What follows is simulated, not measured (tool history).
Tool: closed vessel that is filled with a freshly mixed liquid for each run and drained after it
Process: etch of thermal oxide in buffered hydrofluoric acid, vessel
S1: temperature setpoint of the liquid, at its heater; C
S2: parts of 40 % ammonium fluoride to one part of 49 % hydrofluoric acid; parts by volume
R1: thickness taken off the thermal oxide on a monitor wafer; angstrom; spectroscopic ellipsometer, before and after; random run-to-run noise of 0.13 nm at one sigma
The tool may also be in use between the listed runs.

Run 1, hour 0: S1 20 C, S2 21 parts by volume, time in the liquid (s) 90. Result: R1 440.03 angstrom.
Run 2, hour 5.1: S1 23.5 C, S2 21 parts by volume, time in the liquid (s) 90. Result: R1 533.67 angstrom.
Run 3, hour 7.8: S1 20 C, S2 21 parts by volume, time in the liquid (s) 90. Result: R1 440.2 angstrom.
Run 4, hour 11.6: S1 19 C, S2 22 parts by volume, time in the liquid (s) 90. Result: R1 403.54 angstrom.
Run 5, hour 12.4: S1 18.5 C, S2 23 parts by volume, time in the liquid (s) 90. Result: R1 382.44 angstrom.
Run 6, hour 17.3: S1 18.5 C, S2 26.5 parts by volume, time in the liquid (s) 90. Result: R1 342.37 angstrom.
Run 7, hour 21.8: S1 18.5 C, S2 26.5 parts by volume, time in the liquid (s) 90. Result: R1 341.41 angstrom.

Estimate the outcome of run 8 from the log above:
Run 8, hour 27.4: S1 18 C, S2 26.5 parts by volume, time in the liquid (s) 90. Result: R1 ?.

{"run 8": {"R1": 334.95}}
